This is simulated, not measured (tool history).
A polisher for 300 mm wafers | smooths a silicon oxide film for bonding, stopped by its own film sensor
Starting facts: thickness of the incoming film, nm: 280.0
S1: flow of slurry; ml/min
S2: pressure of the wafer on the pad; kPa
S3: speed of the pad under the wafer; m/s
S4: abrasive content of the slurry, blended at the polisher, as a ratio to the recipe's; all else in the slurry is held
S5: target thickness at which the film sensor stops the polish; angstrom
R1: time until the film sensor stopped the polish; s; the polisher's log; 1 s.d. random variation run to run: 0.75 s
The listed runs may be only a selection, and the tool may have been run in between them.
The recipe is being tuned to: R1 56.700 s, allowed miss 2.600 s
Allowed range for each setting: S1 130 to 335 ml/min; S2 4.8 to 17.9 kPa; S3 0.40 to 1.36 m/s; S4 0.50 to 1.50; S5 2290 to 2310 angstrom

run  hour   S1    S2    S3    S4    S5      R1
  1   0.0  215  11.0  0.88  1.00  2310  92.643
  2   0.8  215  12.4  0.88  1.00  2310  82.421
  3   6.0  215  12.4  0.88  1.10  2310  81.550
  4  11.5  215  11.0  0.88  1.10  2310  92.191
  5  13.2  170  11.0  0.88  1.10  2310  96.465
  6  14.4  205  11.0  0.88  1.10  2310  93.499
  7  22.8  220  14.5  0.92  1.10  2310  67.823
  8  27.3  225  15.2  0.92  1.10  2310  64.144

5 candidate next runs follow, results not yet known. Just one meets every target within its allowed miss. Identify it.
  A  31.8  220  15.9  0.90  1.10  2300   ?
  B  31.8  225  17.2  0.96  1.15  2290   ?
  C  31.8  260  14.5  0.98  1.10  2300   ?
  D  31.8  170  15.9  0.84  0.95  2310   ?
  E  31.8  245  13.1  0.96  1.00  2310   ?

move      R1
   A  63.702
   B  56.012
   C  63.746
   D  71.446
   E  72.361
A: nearer the targets than the last run, but a result is still out of spec
B: hits every target within its allowed miss
C: nearer the targets than the last run, but a result is still out of spec
D: its largest miss is bigger than the last run's
E: its largest miss is bigger than the last run's
B meets every target.
